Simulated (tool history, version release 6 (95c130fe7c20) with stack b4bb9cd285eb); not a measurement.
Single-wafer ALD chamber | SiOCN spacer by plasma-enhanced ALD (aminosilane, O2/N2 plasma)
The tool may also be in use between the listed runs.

run	day	heater temperature setpoint (K)	number of ALD cycles (cycles)	mean film thickness on the monitor wafer (angstrom)
1	0	688.15	97	56.163
2	0.067	688.15	108	62.549
3	0.262	690.15	101	58.236
4	0.346	690.15	114	65.358
5	0.396	693.15	106	60.206
6	0.658	698.15	106	59.793
7	0.8	703.15	90	50.032
8	0.929	704.15	87	48.162

The next listed run, before its measurement:
9	0.983	705.15	85	?

Run 9 gave mean film thickness on the monitor wafer (angstrom) 46.901.
